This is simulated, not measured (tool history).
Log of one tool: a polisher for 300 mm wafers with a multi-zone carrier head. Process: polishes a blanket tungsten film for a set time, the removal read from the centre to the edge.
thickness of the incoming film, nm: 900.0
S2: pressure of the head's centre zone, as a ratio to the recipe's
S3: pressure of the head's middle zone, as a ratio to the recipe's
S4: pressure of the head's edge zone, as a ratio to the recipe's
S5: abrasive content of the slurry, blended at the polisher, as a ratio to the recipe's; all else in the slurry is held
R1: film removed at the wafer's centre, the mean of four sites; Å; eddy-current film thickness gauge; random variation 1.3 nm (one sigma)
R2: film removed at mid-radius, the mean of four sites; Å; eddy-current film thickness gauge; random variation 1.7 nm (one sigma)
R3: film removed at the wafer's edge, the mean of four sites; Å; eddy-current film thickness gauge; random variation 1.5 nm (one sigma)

{"run": 1, "hour": 0.0, "flow of slurry (ml/min)": 235, "S2": 1, "S3": 1, "S4": 1, "S5": 1, "polishing time (s)": 72, "R1": 2925.7, "R2": 2945.2, "R3": 2975.7}
{"run": 2, "hour": 7.8, "flow of slurry (ml/min)": 265, "S2": 1, "S3": 1, "S4": 1, "S5": 1, "polishing time (s)": 72, "R1": 2975.9, "R2": 2953.3, "R3": 2987.3}
{"run": 3, "hour": 15.1, "flow of slurry (ml/min)": 265, "S2": 1, "S3": 1, "S4": 1, "S5": 0.8, "polishing time (s)": 72, "R1": 2815.4, "R2": 2785.9, "R3": 2867.8}
{"run": 4, "hour": 19.7, "flow of slurry (ml/min)": 265, "S2": 0.98, "S3": 0.99, "S4": 0.99, "S5": 0.75, "polishing time (s)": 68, "R1": 2646.1, "R2": 2623.7, "R3": 2633.2}
{"run": 5, "hour": 28.0, "flow of slurry (ml/min)": 255, "S2": 0.96, "S3": 0.98, "S4": 1.01, "S5": 0.7, "polishing time (s)": 64, "R1": 2366.9, "R2": 2338.1, "R3": 2533.6}
{"run": 6, "hour": 30.0, "flow of slurry (ml/min)": 255, "S2": 0.96, "S3": 0.92, "S4": 1.01, "S5": 0.7, "polishing time (s)": 64, "R1": 2316.6, "R2": 2270.9, "R3": 2479.2}
{"run": 7, "hour": 37.5, "flow of slurry (ml/min)": 250, "S2": 0.95, "S3": 0.91, "S4": 1, "S5": 0.7, "polishing time (s)": 61, "R1": 2237.4, "R2": 2098, "R3": 2380.9}
{"run": 8, "hour": 44.3, "flow of slurry (ml/min)": 250, "S2": 0.94, "S3": 0.92, "S4": 0.99, "S5": 0.7, "polishing time (s)": 58, "R1": 2093.6, "R2": 2015.1, "R3": 2264.7}
{"run": 9, "hour": 49.3, "flow of slurry (ml/min)": 250, "S2": 0.93, "S3": 0.92, "S4": 0.98, "S5": 0.7, "polishing time (s)": 56, "R1": 1992.6, "R2": 1992.1, "R3": 2134.8}
{"run": 10, "hour": 50.0, "flow of slurry (ml/min)": 245, "S2": 0.92, "S3": 0.91, "S4": 0.97, "S5": 0.7, "polishing time (s)": 55, "R1": 1886.9, "R2": 1943.8, "R3": 2102.9}
{"run": 11, "hour": 59.0, "flow of slurry (ml/min)": 230, "S2": 0.9, "S3": 0.83, "S4": 0.89, "S5": 0.5, "polishing time (s)": 35, "R1": 1122.2, "R2": 1058, "R3": 1206.7}

The next listed run, before its measurement:
{"run": 12, "hour": 61.2, "flow of slurry (ml/min)": 235, "S2": 0.9, "S3": 0.84, "S4": 0.91, "S5": 0.5, "polishing time (s)": 35, "R1": "?", "R2": "?", "R3": "?"}

Run 12 gave R1 1124.8 Å, R2 1071.8 Å, R3 1209.5 Å.
